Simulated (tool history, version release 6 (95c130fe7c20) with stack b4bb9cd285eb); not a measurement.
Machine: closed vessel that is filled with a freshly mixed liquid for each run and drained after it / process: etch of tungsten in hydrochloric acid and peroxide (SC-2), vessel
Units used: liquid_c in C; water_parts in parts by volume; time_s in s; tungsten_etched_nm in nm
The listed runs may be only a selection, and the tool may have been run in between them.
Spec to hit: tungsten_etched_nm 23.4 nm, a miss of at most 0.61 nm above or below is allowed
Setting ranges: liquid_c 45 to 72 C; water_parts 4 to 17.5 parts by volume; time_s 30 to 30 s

| run | hour | liquid_c | water_parts | time_s | tungsten_etched_nm |
|---|---|---|---|---|---|
| 1 | 0 | 61 | 9.5 | 30 | 13.574 |
| 2 | 7.9 | 61 | 6.5 | 30 | 18.364 |
| 3 | 17.1 | 61 | 8.5 | 30 | 15.018 |
| 4 | 23.6 | 54.5 | 8.5 | 30 | 9.7468 |
| 5 | 28.4 | 59 | 8.5 | 30 | 13.214 |
| 6 | 36.8 | 65.5 | 8.5 | 30 | 19.799 |
| 7 | 44.8 | 66.5 | 8.5 | 30 | 20.958 |
| 8 | 49.9 | 67 | 8.5 | 30 | 21.684 |
| 9 | 53.6 | 67.5 | 8.5 | 30 | 22.278 |
| 10 | 59.2 | 67.5 | 8.5 | 30 | 22.262 |
| 11 | 65.2 | 67.5 | 8.5 | 30 | 22.431 |

Of the 5 settings listed for the next run, only one would bring every result within its allowed miss of target. Which one?
| A | 71.2 | 69.5 | 10 | 30 | ? |
| B | 71.2 | 67.5 | 7.5 | 30 | ? |
| C | 71.2 | 68 | 9.5 | 30 | ? |
| D | 71.2 | 69 | 9 | 30 | ? |
| E | 71.2 | 58.5 | 4.5 | 30 | ? |

| move | tungsten_etched_nm |
|---|---|
| A | 21.945 |
| B | 24.603 |
| C | 20.942 |
| D | 23.24 |
| E | 20.649 |
A: further off than the last run
B: carries the result that was furthest off beyond its target, to the other side
C: further off than the last run
D: in spec on every target
E: further off than the last run
So the answer is move D, the one that meets all the targets.

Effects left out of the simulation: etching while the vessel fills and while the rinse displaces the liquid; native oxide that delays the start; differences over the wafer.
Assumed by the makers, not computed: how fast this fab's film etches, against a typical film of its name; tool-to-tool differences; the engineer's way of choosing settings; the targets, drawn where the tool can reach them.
